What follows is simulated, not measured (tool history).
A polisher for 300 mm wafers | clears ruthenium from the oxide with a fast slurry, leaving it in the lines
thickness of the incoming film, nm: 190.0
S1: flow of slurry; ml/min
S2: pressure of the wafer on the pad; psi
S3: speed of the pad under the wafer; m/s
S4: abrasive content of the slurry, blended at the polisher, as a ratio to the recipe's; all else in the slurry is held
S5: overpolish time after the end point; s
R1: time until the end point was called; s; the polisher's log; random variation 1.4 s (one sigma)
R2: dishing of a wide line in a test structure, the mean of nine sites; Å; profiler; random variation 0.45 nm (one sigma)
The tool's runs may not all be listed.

Run 1, hour 0.0: S1 285 ml/min, S2 2.7 psi, S3 1.12 m/s, S4 1.0, S5 10 s. Result: R1 52.344 s, R2 317.19 Å.
Run 2, hour 1.2: S1 285 ml/min, S2 2.3 psi, S3 1.10 m/s, S4 1.0, S5 11 s. Result: R1 61.774 s, R2 300.24 Å.
Run 3, hour 6.3: S1 285 ml/min, S2 2.0 psi, S3 1.08 m/s, S4 1.0, S5 12 s. Result: R1 70.144 s, R2 287.88 Å.
Run 4, hour 14.9: S1 285 ml/min, S2 1.8 psi, S3 1.06 m/s, S4 1.0, S5 13 s. Result: R1 79.961 s, R2 271.89 Å.
Run 5, hour 23.0: S1 285 ml/min, S2 2.4 psi, S3 1.06 m/s, S4 1.0, S5 13 s. Result: R1 62.676 s, R2 349.50 Å.
Run 6, hour 30.0: S1 285 ml/min, S2 2.4 psi, S3 0.88 m/s, S4 1.0, S5 13 s. Result: R1 73.660 s, R2 299.37 Å.
Run 7, hour 31.1: S1 285 ml/min, S2 2.2 psi, S3 0.88 m/s, S4 1.0, S5 14 s. Result: R1 76.783 s, R2 291.10 Å.

Run 8 comes next. What will it give?
Run 8, hour 39.0: S1 285 ml/min, S2 2.0 psi, S3 0.88 m/s, S4 1.0, S5 15 s. Result: R1 ?, R2 ?.

Run 8 gave R1 86.030 s, R2 293.70 Å.

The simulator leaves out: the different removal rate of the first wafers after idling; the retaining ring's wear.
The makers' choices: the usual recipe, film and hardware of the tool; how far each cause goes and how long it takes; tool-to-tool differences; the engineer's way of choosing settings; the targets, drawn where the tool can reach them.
